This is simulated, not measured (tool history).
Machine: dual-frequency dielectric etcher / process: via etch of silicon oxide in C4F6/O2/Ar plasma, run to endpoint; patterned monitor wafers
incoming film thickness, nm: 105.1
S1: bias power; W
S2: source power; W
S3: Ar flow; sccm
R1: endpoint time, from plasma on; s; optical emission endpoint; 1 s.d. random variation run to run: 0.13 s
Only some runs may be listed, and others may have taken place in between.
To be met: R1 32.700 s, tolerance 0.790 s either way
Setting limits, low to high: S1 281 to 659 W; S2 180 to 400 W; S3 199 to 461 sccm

run 1 hour=0.0 | S1=470 S2=290 S3=330 | R1=27.660
run 2 hour=2.1 | S1=389 S2=290 S3=330 | R1=29.311
run 3 hour=8.4 | S1=389 S2=290 S3=360 | R1=30.006
run 4 hour=11.4 | S1=389 S2=260 S3=360 | R1=30.941
run 5 hour=17.8 | S1=468 S2=260 S3=360 | R1=28.772
-- hour=21.0 wet clean of the chamber
run 6 hour=21.0 | S1=468 S2=260 S3=327 | R1=29.155
run 7 hour=26.1 | S1=431 S2=250 S3=327 | R1=30.473
run 8 hour=33.7 | S1=409 S2=250 S3=327 | R1=31.239
run 9 hour=35.3 | S1=395 S2=250 S3=327 | R1=31.439
run 10 hour=42.7 | S1=383 S2=250 S3=327 | R1=31.845

5 candidate next runs follow, results not yet known. Just one meets every target within its allowed miss. Identify it.
run A hour=50.1 | S1=392 S2=270 S3=330 | R1=?
run B hour=50.1 | S1=420 S2=250 S3=314 | R1=?
run C hour=50.1 | S1=352 S2=300 S3=337 | R1=?
run D hour=50.1 | S1=376 S2=240 S3=351 | R1=?
run E hour=50.1 | S1=391 S2=250 S3=300 | R1=?

move=A R1=30.869
move=B R1=30.669
move=C R1=31.076
move=D R1=32.667
move=E R1=31.281
A: further off than the last run
B: further off than the last run
C: further off than the last run
D: each result inside its tolerance
E: further off than the last run
D meets every target.

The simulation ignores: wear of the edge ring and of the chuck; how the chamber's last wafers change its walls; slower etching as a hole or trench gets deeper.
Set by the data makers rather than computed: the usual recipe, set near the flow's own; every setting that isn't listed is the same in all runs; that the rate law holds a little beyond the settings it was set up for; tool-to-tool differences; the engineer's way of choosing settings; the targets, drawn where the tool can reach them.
